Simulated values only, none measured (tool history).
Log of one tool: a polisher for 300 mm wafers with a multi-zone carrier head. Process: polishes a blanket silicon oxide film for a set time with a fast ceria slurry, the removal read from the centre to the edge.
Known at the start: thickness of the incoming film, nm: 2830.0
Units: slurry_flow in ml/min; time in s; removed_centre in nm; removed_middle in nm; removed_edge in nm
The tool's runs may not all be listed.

Run 1, hour 0.0: slurry_flow 205 ml/min, centre_zone 1.00, middle_zone 1.00, edge_zone 1.00, time 67 s. Result: removed_centre 1066.40 nm, removed_middle 1053.20 nm, removed_edge 1061.9 nm.
Run 2, hour 7.2: slurry_flow 205 ml/min, centre_zone 1.00, middle_zone 0.94, edge_zone 1.00, time 67 s. Result: removed_centre 1064.30 nm, removed_middle 994.51 nm, removed_edge 1059.6 nm.
Run 3, hour 9.1: slurry_flow 215 ml/min, centre_zone 1.02, middle_zone 0.98, edge_zone 1.01, time 68 s. Result: removed_centre 1141.80 nm, removed_middle 1061.80 nm, removed_edge 1088.1 nm.
Run 4, hour 10.4: slurry_flow 215 ml/min, centre_zone 0.96, middle_zone 0.98, edge_zone 1.01, time 68 s. Result: removed_centre 1086.90 nm, removed_middle 1068.20 nm, removed_edge 1101.9 nm.
Run 5, hour 16.0: slurry_flow 215 ml/min, centre_zone 0.88, middle_zone 0.98, edge_zone 1.01, time 68 s. Result: removed_centre 975.67 nm, removed_middle 1071.30 nm, removed_edge 1092.5 nm.
Run 6, hour 24.8: slurry_flow 175 ml/min, centre_zone 0.88, middle_zone 0.98, edge_zone 1.01, time 68 s. Result: removed_centre 942.64 nm, removed_middle 1021.20 nm, removed_edge 1074.5 nm.
Run 7, hour 27.4: slurry_flow 190 ml/min, centre_zone 0.92, middle_zone 1.01, edge_zone 1.03, time 69 s. Result: removed_centre 1054.20 nm, removed_middle 1081.30 nm, removed_edge 1123.5 nm.
Run 8, hour 31.1: slurry_flow 205 ml/min, centre_zone 0.94, middle_zone 1.04, edge_zone 1.04, time 69 s. Result: removed_centre 1047.80 nm, removed_middle 1115.10 nm, removed_edge 1146.5 nm.
Run 9, hour 38.3: slurry_flow 215 ml/min, centre_zone 0.98, middle_zone 1.06, edge_zone 1.03, time 70 s. Result: removed_centre 1140.00 nm, removed_middle 1159.20 nm, removed_edge 1144.9 nm.
Run 10, hour 46.7: slurry_flow 225 ml/min, centre_zone 1.00, middle_zone 1.08, edge_zone 1.04, time 71 s. Result: removed_centre 1173.70 nm, removed_middle 1204.50 nm, removed_edge 1142.6 nm.
Run 11, hour 47.6: slurry_flow 230 ml/min, centre_zone 1.02, middle_zone 1.09, edge_zone 1.05, time 72 s. Result: removed_centre 1200.20 nm, removed_middle 1252.70 nm, removed_edge 1167.8 nm.
Run 12, hour 50.9: slurry_flow 230 ml/min, centre_zone 1.04, middle_zone 1.09, edge_zone 1.06, time 73 s. Result: removed_centre 1221.30 nm, removed_middle 1267.40 nm, removed_edge 1225.5 nm.
Run 13, hour 53.4: slurry_flow 235 ml/min, centre_zone 1.06, middle_zone 1.10, edge_zone 1.06, time 74 s. Result: removed_centre 1339.10 nm, removed_middle 1297.10 nm, removed_edge 1244.4 nm.
Run 14, hour 54.3: slurry_flow 240 ml/min, centre_zone 1.07, middle_zone 1.11, edge_zone 1.06, time 74 s. Result: removed_centre 1280.20 nm, removed_middle 1289.90 nm, removed_edge 1225.2 nm.
Run 15, hour 60.6: slurry_flow 240 ml/min, centre_zone 1.09, middle_zone 1.12, edge_zone 1.06, time 75 s. Result: removed_centre 1369.10 nm, removed_middle 1324.10 nm, removed_edge 1262.7 nm.
Run 16, hour 66.8: slurry_flow 240 ml/min, centre_zone 1.09, middle_zone 1.12, edge_zone 1.06, time 75 s. Result: removed_centre 1372.70 nm, removed_middle 1336.30 nm, removed_edge 1280.4 nm.

Run 17 comes next. What will it give?
Run 17, hour 72.5: slurry_flow 245 ml/min, centre_zone 1.10, middle_zone 1.13, edge_zone 1.06, time 75 s. Result: removed_centre ?, removed_middle ?, removed_edge ?.

removed_centre: 1370.40 nm
removed_middle: 1322.40 nm
removed_edge: 1244.5 nm

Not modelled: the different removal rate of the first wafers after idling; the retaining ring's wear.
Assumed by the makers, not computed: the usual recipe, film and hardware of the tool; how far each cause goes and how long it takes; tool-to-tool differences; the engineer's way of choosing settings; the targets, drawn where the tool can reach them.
